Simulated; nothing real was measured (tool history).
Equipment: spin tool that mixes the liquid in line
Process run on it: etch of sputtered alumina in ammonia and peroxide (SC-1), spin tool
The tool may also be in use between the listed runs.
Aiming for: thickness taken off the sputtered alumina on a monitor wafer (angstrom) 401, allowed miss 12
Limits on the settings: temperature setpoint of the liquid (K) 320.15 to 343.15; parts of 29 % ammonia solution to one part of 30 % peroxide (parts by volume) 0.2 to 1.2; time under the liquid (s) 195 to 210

run	hour	temperature setpoint of the liquid (K)	parts of 29 % ammonia solution to one part of 30 % peroxide (parts by volume)	time under the liquid (s)	thickness taken off the sputtered alumina on a monitor wafer (angstrom)
1	0	336.15	1	195	286.36
2	6.9	338.15	1	195	314.63
3	11.5	339.65	1	195	338.62
4	17.3	339.65	1	210	366.65
5	18	339.65	1	195	341.64
6	20.1	339.65	0.8	195	336.06
7	24.6	340.65	0.8	195	356.18
8	30.3	340.65	0.8	195	351.82
9	37.6	341.15	0.8	195	351.46
10	45	341.65	0.8	195	371.76

Exercise: of the 4 proposed moves below, exactly one satisfies all targets within the stated allowed misses. Which move is it?
A	52.4	342.65	0.85	210	?
B	52.4	343.15	0.8	200	?
C	52.4	340.65	0.9	195	?
D	52.4	339.15	1.1	210	?

move	thickness taken off the sputtered alumina on a monitor wafer (angstrom)
A	422.24
B	409.57
C	357.79
D	364.84
A: moves the result that the last run missed by most past its target, out the other side
B: in spec on every target
C: lands further from the targets than the last run did
D: lands further from the targets than the last run did
B is the move that brings every result within its allowed miss.
